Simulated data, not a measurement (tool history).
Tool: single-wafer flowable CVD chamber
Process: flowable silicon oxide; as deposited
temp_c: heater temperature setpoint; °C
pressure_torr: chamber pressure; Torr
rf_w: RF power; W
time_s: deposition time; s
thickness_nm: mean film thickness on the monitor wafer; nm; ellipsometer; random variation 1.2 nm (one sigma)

Run 1, day 0: temp_c 105 °C, pressure_torr 0.86 Torr, rf_w 2110 W, time_s 668 s. Result: thickness_nm 356.2 nm.
Run 2, day 0.271: temp_c 107 °C, pressure_torr 0.86 Torr, rf_w 2110 W, time_s 668 s. Result: thickness_nm 329.68 nm.
Run 3, day 0.529: temp_c 107 °C, pressure_torr 0.86 Torr, rf_w 2395 W, time_s 668 s. Result: thickness_nm 339.39 nm.
Run 4, day 0.854: temp_c 109 °C, pressure_torr 0.86 Torr, rf_w 2395 W, time_s 668 s. Result: thickness_nm 318.01 nm.
Run 5, day 1.088: temp_c 110 °C, pressure_torr 0.86 Torr, rf_w 2395 W, time_s 668 s. Result: thickness_nm 306.76 nm.
Run 6, day 1.221: temp_c 101 °C, pressure_torr 0.86 Torr, rf_w 2395 W, time_s 668 s. Result: thickness_nm 420.16 nm.
Run 7, day 1.5: temp_c 104 °C, pressure_torr 0.859 Torr, rf_w 2395 W, time_s 668 s. Result: thickness_nm 375.9 nm.
Run 8, day 1.571: temp_c 116 °C, pressure_torr 0.855 Torr, rf_w 2395 W, time_s 668 s. Result: thickness_nm 249.19 nm.

The next listed run, before its measurement:
Run 9, day 1.75: temp_c 118 °C, pressure_torr 0.855 Torr, rf_w 2395 W, time_s 668 s. Result: thickness_nm ?.

Run 9 gave thickness_nm 234.73 nm.

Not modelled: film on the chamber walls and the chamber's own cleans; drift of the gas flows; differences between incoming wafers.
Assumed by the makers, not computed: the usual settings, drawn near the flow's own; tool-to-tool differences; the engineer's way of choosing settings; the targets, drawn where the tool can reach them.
